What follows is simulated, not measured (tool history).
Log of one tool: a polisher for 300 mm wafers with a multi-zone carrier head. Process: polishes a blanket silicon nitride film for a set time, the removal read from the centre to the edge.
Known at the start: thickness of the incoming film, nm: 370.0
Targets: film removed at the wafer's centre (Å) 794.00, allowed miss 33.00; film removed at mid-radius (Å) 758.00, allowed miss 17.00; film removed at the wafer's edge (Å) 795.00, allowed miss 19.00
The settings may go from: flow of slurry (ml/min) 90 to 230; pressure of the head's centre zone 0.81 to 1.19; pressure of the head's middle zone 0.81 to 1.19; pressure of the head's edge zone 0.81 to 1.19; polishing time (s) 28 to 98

| run | hour | flow of slurry (ml/min) | pressure of the head's centre zone | pressure of the head's middle zone | pressure of the head's edge zone | polishing time (s) | film removed at the wafer's centre (Å) | film removed at mid-radius (Å) | film removed at the wafer's edge (Å) |
|---|---|---|---|---|---|---|---|---|---|
| 1 | 0.0 | 150 | 1.00 | 1.00 | 1.00 | 63 | 825.35 | 847.30 | 882.50 |
| 2 | 4.3 | 150 | 1.00 | 1.03 | 1.00 | 63 | 801.16 | 865.17 | 884.29 |
| 3 | 8.6 | 125 | 1.00 | 1.03 | 1.00 | 63 | 774.95 | 828.54 | 862.10 |
| 4 | 16.2 | 125 | 1.08 | 1.03 | 1.00 | 63 | 849.47 | 832.81 | 853.02 |
| 5 | 23.3 | 115 | 1.08 | 1.02 | 0.98 | 63 | 830.23 | 810.44 | 842.46 |
| 6 | 28.6 | 110 | 1.08 | 1.01 | 0.96 | 63 | 814.75 | 808.05 | 823.28 |
| 7 | 30.9 | 105 | 1.08 | 0.99 | 0.96 | 63 | 808.94 | 782.27 | 840.20 |
| 8 | 39.2 | 105 | 1.08 | 0.99 | 0.96 | 63 | 816.27 | 770.38 | 831.83 |
| 9 | 41.3 | 100 | 1.08 | 0.99 | 0.95 | 63 | 780.77 | 774.43 | 814.26 |
| 10 | 42.8 | 100 | 1.09 | 0.99 | 0.94 | 63 | 817.21 | 769.45 | 818.60 |

4 next moves are on the table. One of them brings every result within its allowed miss. Which?
| A | 44.3 | 165 | 1.12 | 0.97 | 0.81 | 58 | ? | ? | ? |
| B | 44.3 | 95 | 1.09 | 0.98 | 0.95 | 65 | ? | ? | ? |
| C | 44.3 | 90 | 1.11 | 1.00 | 0.92 | 63 | ? | ? | ? |
| D | 44.3 | 100 | 1.07 | 0.99 | 0.99 | 64 | ? | ? | ? |

| move | film removed at the wafer's centre (Å) | film removed at mid-radius (Å) | film removed at the wafer's edge (Å) |
|---|---|---|---|
| A | 863.69 | 783.57 | 780.91 |
| B | 819.59 | 782.02 | 838.86 |
| C | 794.79 | 755.65 | 797.21 |
| D | 805.01 | 785.84 | 843.84 |
A: brings the result that was furthest off to its target, and leaves another outside
B: further off than the last run
C: meets every target
D: further off than the last run
Answer: C

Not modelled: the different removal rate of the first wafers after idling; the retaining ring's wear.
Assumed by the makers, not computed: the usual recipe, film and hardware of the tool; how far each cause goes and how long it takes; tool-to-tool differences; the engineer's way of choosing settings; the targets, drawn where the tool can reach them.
